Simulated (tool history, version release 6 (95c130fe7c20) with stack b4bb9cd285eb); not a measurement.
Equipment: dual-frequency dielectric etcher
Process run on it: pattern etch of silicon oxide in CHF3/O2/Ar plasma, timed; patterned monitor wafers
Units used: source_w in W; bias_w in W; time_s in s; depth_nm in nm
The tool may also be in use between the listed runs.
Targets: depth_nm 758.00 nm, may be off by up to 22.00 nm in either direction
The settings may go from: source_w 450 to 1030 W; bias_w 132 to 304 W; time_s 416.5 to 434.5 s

run 1 day=0.000 | source_w=740 bias_w=218 time_s=416.5 | depth_nm=910.50
run 2 day=0.350 | source_w=690 bias_w=210 time_s=416.5 | depth_nm=875.23
run 3 day=0.608 | source_w=650 bias_w=204 time_s=416.5 | depth_nm=854.44
run 4 day=0.683 | source_w=650 bias_w=231 time_s=416.5 | depth_nm=890.73
run 5 day=1.000 | source_w=770 bias_w=231 time_s=416.5 | depth_nm=947.98
run 6 day=1.183 | source_w=820 bias_w=231 time_s=416.5 | depth_nm=987.58
run 7 day=1.362 | source_w=760 bias_w=223 time_s=416.5 | depth_nm=933.77
run 8 day=1.696 | source_w=710 bias_w=215 time_s=416.5 | depth_nm=904.96
run 9 day=1.812 | source_w=660 bias_w=208 time_s=416.5 | depth_nm=867.45
-- day=2.058 bias power generator calibrated
run 10 day=2.058 | source_w=630 bias_w=202 time_s=416.5 | depth_nm=815.81
run 11 day=2.100 | source_w=610 bias_w=201 time_s=416.5 | depth_nm=807.89
run 12 day=2.225 | source_w=600 bias_w=200 time_s=416.5 | depth_nm=801.55
run 13 day=2.362 | source_w=590 bias_w=199 time_s=416.5 | depth_nm=806.37
run 14 day=2.704 | source_w=590 bias_w=199 time_s=416.5 | depth_nm=792.04
run 15 day=3.029 | source_w=580 bias_w=198 time_s=416.5 | depth_nm=790.76
run 16 day=3.379 | source_w=570 bias_w=197 time_s=416.5 | depth_nm=791.30
run 17 day=3.512 | source_w=560 bias_w=196 time_s=416.5 | depth_nm=782.78

Pick the move, out of 4, that brings all results within their allowed miss; only one does.
run A day=3.646 | source_w=450 bias_w=242 time_s=416.5 | depth_nm=?
run B day=3.646 | source_w=670 bias_w=181 time_s=421.0 | depth_nm=?
run C day=3.646 | source_w=560 bias_w=187 time_s=434.5 | depth_nm=?
run D day=3.646 | source_w=510 bias_w=204 time_s=434.5 | depth_nm=?

move=A depth_nm=769.49
move=B depth_nm=828.49
move=C depth_nm=804.01
move=D depth_nm=796.67
A: all results land within tolerance of their targets
B: its largest miss is bigger than the last run's
C: its largest miss is bigger than the last run's
D: its largest miss is bigger than the last run's
Answer: A
